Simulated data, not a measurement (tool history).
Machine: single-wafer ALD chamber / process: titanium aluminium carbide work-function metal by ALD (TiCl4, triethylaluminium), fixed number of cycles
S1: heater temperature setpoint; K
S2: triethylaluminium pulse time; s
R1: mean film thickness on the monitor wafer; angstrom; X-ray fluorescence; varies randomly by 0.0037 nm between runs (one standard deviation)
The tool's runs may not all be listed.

{"run": 1, "day": 0.0, "S1": 593.15, "S2": 7.43, "R1": 21.249}
{"run": 2, "day": 0.25, "S1": 583.15, "S2": 7.43, "R1": 20.206}
{"run": 3, "day": 0.533, "S1": 578.15, "S2": 7.43, "R1": 19.756}
{"run": 4, "day": 0.896, "S1": 578.15, "S2": 8.61, "R1": 20.379}
{"run": 5, "day": 1.242, "S1": 576.15, "S2": 7.65, "R1": 19.725}
{"run": 6, "day": 1.571, "S1": 575.15, "S2": 6.84, "R1": 19.129}
{"run": 7, "day": 1.675, "S1": 574.15, "S2": 6.29, "R1": 18.602}
{"run": 8, "day": 1.746, "S1": 573.15, "S2": 5.96, "R1": 18.249}
{"run": 9, "day": 1.925, "S1": 572.15, "S2": 5.73, "R1": 17.952}

Run 10 has not been measured yet. What should we expect?
{"run": 10, "day": 2.033, "S1": 571.15, "S2": 5.57, "R1": "?"}

{"run 10": {"R1": 17.667}}

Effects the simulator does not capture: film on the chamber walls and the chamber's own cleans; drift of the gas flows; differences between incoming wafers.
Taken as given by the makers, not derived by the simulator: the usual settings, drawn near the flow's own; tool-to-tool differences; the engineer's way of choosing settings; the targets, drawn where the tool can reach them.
